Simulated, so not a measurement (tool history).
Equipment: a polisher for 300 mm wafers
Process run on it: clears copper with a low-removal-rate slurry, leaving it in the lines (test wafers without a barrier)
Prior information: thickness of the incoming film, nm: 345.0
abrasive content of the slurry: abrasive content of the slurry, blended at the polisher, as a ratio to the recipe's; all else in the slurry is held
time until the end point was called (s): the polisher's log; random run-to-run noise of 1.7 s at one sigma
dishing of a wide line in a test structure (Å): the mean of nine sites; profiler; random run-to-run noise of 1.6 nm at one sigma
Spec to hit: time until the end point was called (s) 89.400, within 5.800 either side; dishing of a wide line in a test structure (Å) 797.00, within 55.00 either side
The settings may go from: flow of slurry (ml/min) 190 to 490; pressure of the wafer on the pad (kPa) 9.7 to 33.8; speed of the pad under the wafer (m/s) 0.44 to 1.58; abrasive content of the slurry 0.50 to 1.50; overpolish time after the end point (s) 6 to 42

| run | hour | flow of slurry (ml/min) | pressure of the wafer on the pad (kPa) | speed of the pad under the wafer (m/s) | abrasive content of the slurry | overpolish time after the end point (s) | time until the end point was called (s) | dishing of a wide line in a test structure (Å) |
|---|---|---|---|---|---|---|---|---|
| 1 | 0.0 | 315 | 21.4 | 1.00 | 1.00 | 21 | 112.610 | 429.41 |
| 2 | 4.7 | 315 | 17.2 | 1.00 | 1.00 | 21 | 143.150 | 366.12 |
| 3 | 7.4 | 315 | 20.0 | 1.02 | 1.00 | 25 | 121.360 | 489.58 |
| 4 | 15.4 | 315 | 22.1 | 1.04 | 1.00 | 27 | 104.980 | 548.55 |
| 5 | 18.0 | 315 | 16.5 | 1.04 | 1.00 | 27 | 143.080 | 448.05 |
| 6 | 22.6 | 315 | 19.3 | 1.06 | 1.00 | 29 | 119.360 | 547.14 |
| 7 | 29.2 | 315 | 20.7 | 1.06 | 1.00 | 31 | 114.860 | 597.64 |
| 8 | 36.6 | 315 | 22.1 | 1.06 | 1.00 | 32 | 109.090 | 656.60 |
| 9 | 37.1 | 315 | 23.4 | 1.06 | 1.00 | 32 | 100.220 | 701.20 |
| 10 | 40.5 | 315 | 24.1 | 1.06 | 1.00 | 32 | 97.984 | 671.65 |
| 11 | 44.3 | 315 | 24.8 | 1.06 | 1.00 | 33 | 97.024 | 737.94 |
| 12 | 47.0 | 315 | 25.5 | 1.06 | 1.00 | 33 | 92.742 | 739.83 |

Which of these 5 next moves meets every target?
| A | 49.7 | 280 | 33.8 | 0.82 | 1.15 | 35 | ? | ? |
| B | 49.7 | 365 | 24.8 | 1.12 | 0.95 | 28 | ? | ? |
| C | 49.7 | 250 | 27.6 | 0.94 | 1.00 | 27 | ? | ? |
| D | 49.7 | 370 | 28.3 | 0.94 | 0.85 | 31 | ? | ? |
| E | 49.7 | 330 | 24.1 | 1.14 | 1.05 | 27 | ? | ? |

| move | time until the end point was called (s) | dishing of a wide line in a test structure (Å) |
|---|---|---|
| A | 86.772 | 796.69 |
| B | 87.912 | 655.31 |
| C | 95.842 | 603.50 |
| D | 94.383 | 677.94 |
| E | 87.366 | 639.44 |
A: each result inside its tolerance
B: misses by more than the last run did
C: misses by more than the last run did
D: misses by more than the last run did
E: misses by more than the last run did
Correct choice: A, which meets every target
